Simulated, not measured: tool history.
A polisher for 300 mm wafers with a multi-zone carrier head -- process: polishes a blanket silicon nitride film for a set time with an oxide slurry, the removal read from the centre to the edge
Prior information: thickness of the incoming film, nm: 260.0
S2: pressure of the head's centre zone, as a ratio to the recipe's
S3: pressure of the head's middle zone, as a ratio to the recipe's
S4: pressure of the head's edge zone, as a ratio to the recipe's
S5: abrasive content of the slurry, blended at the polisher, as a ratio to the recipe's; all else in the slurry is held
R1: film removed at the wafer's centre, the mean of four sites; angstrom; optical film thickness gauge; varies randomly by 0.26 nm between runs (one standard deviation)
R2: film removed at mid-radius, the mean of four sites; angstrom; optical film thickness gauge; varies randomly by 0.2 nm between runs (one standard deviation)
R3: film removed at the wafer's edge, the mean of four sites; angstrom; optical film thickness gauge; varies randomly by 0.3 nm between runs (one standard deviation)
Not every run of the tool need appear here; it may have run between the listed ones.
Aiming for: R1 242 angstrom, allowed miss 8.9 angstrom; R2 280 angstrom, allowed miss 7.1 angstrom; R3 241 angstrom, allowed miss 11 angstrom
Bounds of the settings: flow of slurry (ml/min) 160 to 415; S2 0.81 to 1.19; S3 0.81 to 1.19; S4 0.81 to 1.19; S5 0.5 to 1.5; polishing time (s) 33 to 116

run 1 hour=0 | flow_of_slurry_(ml/min)=265 S2=1 S3=1 S4=1 S5=1 polishing_time_(s)=74 | R1=507.12 R2=507.98 R3=514.38
run 2 hour=3.2 | flow_of_slurry_(ml/min)=265 S2=1 S3=1 S4=1 S5=1 polishing_time_(s)=56 | R1=386.74 R2=384.86 R3=389.26
run 3 hour=10.1 | flow_of_slurry_(ml/min)=265 S2=0.99 S3=1.01 S4=0.98 S5=0.95 polishing_time_(s)=55 | R1=364.87 R2=368.34 R3=367.54
run 4 hour=16.9 | flow_of_slurry_(ml/min)=265 S2=0.99 S3=1.01 S4=0.98 S5=0.95 polishing_time_(s)=74 | R1=493.86 R2=499.81 R3=482.41
run 5 hour=18.8 | flow_of_slurry_(ml/min)=320 S2=0.99 S3=1.01 S4=0.98 S5=0.95 polishing_time_(s)=74 | R1=500.86 R2=506.69 R3=504.77
run 6 hour=22.8 | flow_of_slurry_(ml/min)=310 S2=0.97 S3=1.01 S4=0.96 S5=0.9 polishing_time_(s)=72 | R1=458.41 R2=481 R3=473.51
run 7 hour=24.6 | flow_of_slurry_(ml/min)=325 S2=0.97 S3=1.07 S4=0.86 S5=0.65 polishing_time_(s)=51 | R1=282.05 R2=304.3 R3=267.26
run 8 hour=26.9 | flow_of_slurry_(ml/min)=320 S2=0.96 S3=1.07 S4=0.85 S5=0.65 polishing_time_(s)=51 | R1=278.36 R2=302.59 R3=262.36
run 9 hour=33.2 | flow_of_slurry_(ml/min)=315 S2=0.95 S3=1.07 S4=0.85 S5=0.65 polishing_time_(s)=51 | R1=267.55 R2=302.33 R3=267.25
run 10 hour=38.2 | flow_of_slurry_(ml/min)=310 S2=0.95 S3=1.07 S4=0.85 S5=0.65 polishing_time_(s)=51 | R1=270.5 R2=304.23 R3=263.92
run 11 hour=47.1 | flow_of_slurry_(ml/min)=310 S2=0.95 S3=1.07 S4=0.85 S5=0.65 polishing_time_(s)=51 | R1=279.99 R2=300.92 R3=271.85
run 12 hour=49.5 | flow_of_slurry_(ml/min)=315 S2=0.95 S3=1.07 S4=0.85 S5=0.65 polishing_time_(s)=51 | R1=272.63 R2=305.18 R3=264.85
run 13 hour=56 | flow_of_slurry_(ml/min)=320 S2=0.91 S3=1.06 S4=0.82 S5=0.5 polishing_time_(s)=50 | R1=219.42 R2=255.37 R3=218.65
run 14 hour=62.5 | flow_of_slurry_(ml/min)=320 S2=0.91 S3=1.07 S4=0.83 S5=0.5 polishing_time_(s)=50 | R1=224.93 R2=252.3 R3=222.33
run 15 hour=71.5 | flow_of_slurry_(ml/min)=320 S2=0.91 S3=1.08 S4=0.83 S5=0.5 polishing_time_(s)=50 | R1=223.1 R2=255.98 R3=223.89
run 16 hour=80 | flow_of_slurry_(ml/min)=320 S2=0.91 S3=1.08 S4=0.83 S5=0.5 polishing_time_(s)=50 | R1=216.99 R2=256.77 R3=224.24
run 17 hour=83.3 | flow_of_slurry_(ml/min)=355 S2=0.98 S3=1.14 S4=0.9 S5=0.55 polishing_time_(s)=50 | R1=251.72 R2=292.26 R3=245.94

Exercise: of the 4 proposed moves below, exactly one satisfies all targets within the stated allowed misses. Which move is it?
run A hour=86.6 | flow_of_slurry_(ml/min)=350 S2=0.9 S3=1.16 S4=0.94 S5=0.5 polishing_time_(s)=51 | R1=? R2=? R3=?
run B hour=86.6 | flow_of_slurry_(ml/min)=365 S2=0.93 S3=1.11 S4=0.91 S5=0.55 polishing_time_(s)=52 | R1=? R2=? R3=?
run C hour=86.6 | flow_of_slurry_(ml/min)=335 S2=0.94 S3=1.11 S4=0.87 S5=0.6 polishing_time_(s)=48 | R1=? R2=? R3=?
run D hour=86.6 | flow_of_slurry_(ml/min)=355 S2=0.96 S3=1.19 S4=0.91 S5=0.5 polishing_time_(s)=52 | R1=? R2=? R3=?

move=A R1=224.88 R2=284.44 R3=241.95
move=B R1=251.78 R2=296.77 R3=258.13
move=C R1=245.09 R2=286 R3=244.12
move=D R1=245.08 R2=296.66 R3=243.14
A: brings the last run's worst result on target, with another outside its allowed miss
B: lands further from the targets than the last run did
C: in spec on every target
D: lands further from the targets than the last run did
Move C is the one to make.

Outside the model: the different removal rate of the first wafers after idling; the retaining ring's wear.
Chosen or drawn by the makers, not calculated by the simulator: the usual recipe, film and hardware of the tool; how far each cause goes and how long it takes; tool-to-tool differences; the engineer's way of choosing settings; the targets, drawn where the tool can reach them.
